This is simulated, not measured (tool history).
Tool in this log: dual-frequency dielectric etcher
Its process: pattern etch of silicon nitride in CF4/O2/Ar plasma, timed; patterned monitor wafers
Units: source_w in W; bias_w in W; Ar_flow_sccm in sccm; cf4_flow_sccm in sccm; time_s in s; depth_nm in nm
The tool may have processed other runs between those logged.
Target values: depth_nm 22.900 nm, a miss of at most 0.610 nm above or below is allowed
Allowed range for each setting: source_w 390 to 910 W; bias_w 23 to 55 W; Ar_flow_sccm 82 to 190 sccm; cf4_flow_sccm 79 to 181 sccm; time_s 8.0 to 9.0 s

run    day  source_w  bias_w  Ar_flow_sccm  cf4_flow_sccm  time_s  depth_nm
  1  0.000       650      39           136            130     9.0    18.284
  2  0.025       670      39           136            130     9.0    18.747
  3  0.175       670      32           136            130     9.0    17.716
  4  0.354       690      32           136            130     9.0    18.104
  5  0.612       710      32           136            130     9.0    18.526
  6  0.792       620      32           136            130     9.0    16.573
  7  1.079       650      32           136            130     9.0    17.392
  8  1.217       670      32           136            130     9.0    17.669
  9  1.296       690      32           136            130     9.0    18.213
 10  1.329       710      32           136            130     9.0    18.421
 11  1.612       840      34           134            131     9.0    21.636
 12  1.838       850      34           134            131     9.0    22.046

Of the 5 settings listed for the next run, only one would bring every result within its allowed miss of target. Which one?
  A  2.062       870      36           149            153     8.5         ?
  B  2.062       830      39           119            134     8.5         ?
  C  2.062       910      33           131            135     8.0         ?
  D  2.062       850      33           122            123     9.0         ?
  E  2.062       910      35           139             98     9.0         ?

move  depth_nm
   A    21.666
   B    21.611
   C    20.840
   D    22.152
   E    23.084
A: the biggest miss grows against the last run
B: the biggest miss grows against the last run
C: the biggest miss grows against the last run
D: nearer the targets than the last run, but a result is still out of spec
E: every result within its allowed miss
So the answer is move E, the one that meets all the targets.
